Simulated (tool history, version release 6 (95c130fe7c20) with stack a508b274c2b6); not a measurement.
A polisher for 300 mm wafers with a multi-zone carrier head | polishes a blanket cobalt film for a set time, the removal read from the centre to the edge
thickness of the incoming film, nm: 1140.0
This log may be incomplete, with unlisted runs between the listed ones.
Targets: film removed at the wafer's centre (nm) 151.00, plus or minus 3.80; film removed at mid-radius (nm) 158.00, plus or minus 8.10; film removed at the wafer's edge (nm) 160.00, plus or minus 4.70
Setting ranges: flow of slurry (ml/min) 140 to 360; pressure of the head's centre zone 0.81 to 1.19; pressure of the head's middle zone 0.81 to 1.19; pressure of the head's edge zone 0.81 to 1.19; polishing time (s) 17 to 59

run	day	flow of slurry (ml/min)	pressure of the head's centre zone	pressure of the head's middle zone	pressure of the head's edge zone	polishing time (s)	film removed at the wafer's centre (nm)	film removed at mid-radius (nm)	film removed at the wafer's edge (nm)
1	0.000	230	1.00	1.00	1.00	38	207.50	202.86	203.07
2	0.042	230	1.00	0.95	1.00	38	206.50	195.43	204.07
3	0.383	225	0.98	0.94	0.98	37	196.93	189.03	195.80
4	0.517	225	0.98	0.94	1.02	37	199.44	190.09	200.17
5	0.796	220	0.96	0.93	0.99	36	189.96	182.41	193.65
6	1.142	215	0.94	0.93	0.97	35	177.03	175.88	185.04
7	1.321	210	0.93	0.93	0.95	34	168.75	166.89	179.11
8	1.617	210	0.93	0.94	0.93	34	170.63	175.20	176.72
9	1.854	205	0.92	0.93	0.91	34	168.65	165.18	178.04
10	2.158	205	0.92	0.93	0.91	34	169.07	167.32	174.13
11	2.412	200	0.91	0.93	0.89	34	164.91	165.62	172.61
12	2.517	195	0.90	0.93	0.88	34	162.15	168.14	170.79
13	2.775	190	0.90	0.93	0.87	34	162.41	171.76	170.19
14	3.079	180	0.87	0.86	0.82	32	146.08	144.46	157.04
15	3.154	185	0.87	0.87	0.82	32	145.94	149.35	155.06

Which of these 4 next moves meets every target?
A	3.229	200	0.90	0.81	0.82	32	?	?	?
B	3.229	140	0.87	0.81	0.85	34	?	?	?
C	3.229	240	0.85	0.88	0.81	32	?	?	?
D	3.229	230	0.81	0.91	0.84	31	?	?	?

move	film removed at the wafer's centre (nm)	film removed at mid-radius (nm)	film removed at the wafer's edge (nm)
A	153.17	140.00	155.27
B	144.94	138.20	158.51
C	149.33	154.00	157.58
D	137.16	152.53	154.00
A: meets the target for the result that was furthest off, but another lies outside its allowed miss
B: its largest miss is bigger than the last run's
C: all results in spec
D: its largest miss is bigger than the last run's
The right move is C.
